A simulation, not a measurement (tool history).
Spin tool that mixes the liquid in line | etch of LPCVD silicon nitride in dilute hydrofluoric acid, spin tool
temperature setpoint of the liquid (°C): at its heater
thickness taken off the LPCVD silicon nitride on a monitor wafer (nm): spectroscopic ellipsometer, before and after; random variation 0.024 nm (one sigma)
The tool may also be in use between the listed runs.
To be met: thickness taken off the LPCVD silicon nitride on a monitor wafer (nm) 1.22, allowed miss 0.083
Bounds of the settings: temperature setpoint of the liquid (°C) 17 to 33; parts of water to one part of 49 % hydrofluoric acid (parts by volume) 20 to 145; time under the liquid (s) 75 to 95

| run | hour | temperature setpoint of the liquid (°C) | parts of water to one part of 49 % hydrofluoric acid (parts by volume) | time under the liquid (s) | thickness taken off the LPCVD silicon nitride on a monitor wafer (nm) |
|---|---|---|---|---|---|
| 1 | 0 | 25 | 80 | 95 | 0.56155 |
| 2 | 0.9 | 26 | 75 | 95 | 0.62293 |
| 3 | 3.3 | 26.5 | 70 | 95 | 0.64727 |
| 4 | 7.4 | 26.5 | 70 | 75 | 0.53776 |
| 5 | 15.7 | 26.5 | 70 | 75 | 0.51711 |
| 6 | 21.5 | 27.5 | 65 | 75 | 0.6078 |
|  | 28.6 | thermometer replaced |
| 7 | 28.6 | 31.5 | 40 | 80 | 1.56 |
| 8 | 36 | 31 | 40 | 80 | 1.5432 |
| 9 | 38.4 | 30.5 | 40 | 80 | 1.4468 |

5 next moves are on the table. One of them brings every result within its allowed miss. Which?
| A | 40.8 | 27.5 | 40 | 95 | ? |
| B | 40.8 | 29 | 35 | 80 | ? |
| C | 40.8 | 30.5 | 45 | 95 | ? |
| D | 40.8 | 31 | 40 | 85 | ? |
| E | 40.8 | 28 | 40 | 80 | ? |

| move | thickness taken off the LPCVD silicon nitride on a monitor wafer (nm) |
|---|---|
| A | 1.4457 |
| B | 1.5312 |
| C | 1.566 |
| D | 1.6252 |
| E | 1.2582 |
A: as far off as the last run
B: further off than the last run
C: further off than the last run
D: further off than the last run
E: meets every target
Move E is the one to make.
